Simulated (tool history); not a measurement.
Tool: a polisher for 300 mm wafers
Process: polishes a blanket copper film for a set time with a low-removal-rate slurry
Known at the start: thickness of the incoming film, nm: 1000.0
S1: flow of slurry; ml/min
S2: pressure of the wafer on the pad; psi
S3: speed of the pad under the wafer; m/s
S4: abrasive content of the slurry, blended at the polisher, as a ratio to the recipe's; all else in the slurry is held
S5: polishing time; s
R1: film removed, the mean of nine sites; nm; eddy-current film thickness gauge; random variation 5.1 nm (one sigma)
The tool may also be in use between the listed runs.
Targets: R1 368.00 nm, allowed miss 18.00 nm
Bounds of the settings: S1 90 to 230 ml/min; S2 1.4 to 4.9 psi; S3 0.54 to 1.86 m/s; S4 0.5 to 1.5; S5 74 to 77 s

run,day,S1,S2,S3,S4,S5,R1
1,0.000,150,3.1,1.18,1.0,74,267.88
2,0.121,150,2.5,1.18,1.0,74,215.05
3,0.267,150,2.2,1.18,1.0,74,190.52
4,0.592,150,2.6,1.18,1.0,74,227.17
5,0.733,150,2.9,1.18,1.0,74,253.54
6,1.108,130,2.9,1.18,1.0,74,246.55
7,1.400,130,3.1,1.18,1.0,74,260.03
8,1.779,135,4.0,1.22,1.0,74,340.92

4 next moves are on the table. One of them brings every result within its allowed miss. Which?
A,2.158,130,4.0,1.08,1.0,74,?
B,2.158,160,3.8,1.42,1.1,77,?
C,2.158,145,3.9,1.38,1.0,77,?
D,2.158,125,3.8,1.30,1.1,77,?

move,R1
A,303.77
B,414.76
C,400.22
D,362.06
A: further off than the last run
B: takes the result that was furthest off past its target
C: takes the result that was furthest off past its target
D: meets every target
Move D is the one to make.

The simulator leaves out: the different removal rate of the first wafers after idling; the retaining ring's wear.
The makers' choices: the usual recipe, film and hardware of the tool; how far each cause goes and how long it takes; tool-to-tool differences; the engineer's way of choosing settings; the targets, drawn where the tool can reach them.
